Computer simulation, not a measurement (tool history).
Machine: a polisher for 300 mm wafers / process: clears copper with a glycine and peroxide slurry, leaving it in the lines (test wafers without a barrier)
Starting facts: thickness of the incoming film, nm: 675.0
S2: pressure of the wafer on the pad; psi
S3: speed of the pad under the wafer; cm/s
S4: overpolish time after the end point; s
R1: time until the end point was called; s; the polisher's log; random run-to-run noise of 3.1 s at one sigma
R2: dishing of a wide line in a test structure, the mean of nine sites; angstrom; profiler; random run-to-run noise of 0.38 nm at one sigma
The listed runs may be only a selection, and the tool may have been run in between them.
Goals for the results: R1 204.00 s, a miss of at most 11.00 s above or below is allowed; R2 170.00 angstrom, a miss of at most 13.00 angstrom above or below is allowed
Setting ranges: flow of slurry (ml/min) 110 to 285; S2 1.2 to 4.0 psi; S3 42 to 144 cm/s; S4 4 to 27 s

run 1 day=0.000 | flow_of_slurry_(ml/min)=180 S2=2.6 S3=92 S4=14 | R1=167.54 R2=387.73
run 2 day=0.192 | flow_of_slurry_(ml/min)=180 S2=2.3 S3=92 S4=14 | R1=181.13 R2=346.99
run 3 day=0.321 | flow_of_slurry_(ml/min)=180 S2=2.3 S3=72 S4=14 | R1=212.03 R2=316.36
run 4 day=0.625 | flow_of_slurry_(ml/min)=160 S2=2.3 S3=72 S4=14 | R1=213.42 R2=319.18
run 5 day=0.804 | flow_of_slurry_(ml/min)=160 S2=2.3 S3=74 S4=12 | R1=210.94 R2=277.32
run 6 day=1.142 | flow_of_slurry_(ml/min)=160 S2=2.3 S3=76 S4=11 | R1=206.37 R2=258.44
run 7 day=1.475 | flow_of_slurry_(ml/min)=160 S2=2.3 S3=78 S4=10 | R1=202.91 R2=241.38
run 8 day=1.554 | flow_of_slurry_(ml/min)=160 S2=2.3 S3=78 S4=9 | R1=204.31 R2=222.94
run 9 day=1.675 | flow_of_slurry_(ml/min)=160 S2=2.3 S3=78 S4=8 | R1=203.16 R2=184.06
run 10 day=1.721 | flow_of_slurry_(ml/min)=165 S2=2.3 S3=78 S4=8 | R1=203.49 R2=197.44

4 candidate next runs follow, results not yet known. Just one meets every target within its allowed miss. Identify it.
run A day=1.767 | flow_of_slurry_(ml/min)=210 S2=2.6 S3=80 S4=7 | R1=? R2=?
run B day=1.767 | flow_of_slurry_(ml/min)=180 S2=2.2 S3=82 S4=6 | R1=? R2=?
run C day=1.767 | flow_of_slurry_(ml/min)=220 S2=2.4 S3=64 S4=7 | R1=? R2=?
run D day=1.767 | flow_of_slurry_(ml/min)=195 S2=2.7 S3=78 S4=7 | R1=? R2=?

move=A R1=176.00 R2=194.21
move=B R1=202.59 R2=146.23
move=C R1=204.82 R2=168.11
move=D R1=174.64 R2=195.78
A: its largest miss is bigger than the last run's
B: the result that was furthest off in the last run now lies on the other side of its target
C: all results in spec
D: its largest miss is bigger than the last run's
The move that meets every target is C.

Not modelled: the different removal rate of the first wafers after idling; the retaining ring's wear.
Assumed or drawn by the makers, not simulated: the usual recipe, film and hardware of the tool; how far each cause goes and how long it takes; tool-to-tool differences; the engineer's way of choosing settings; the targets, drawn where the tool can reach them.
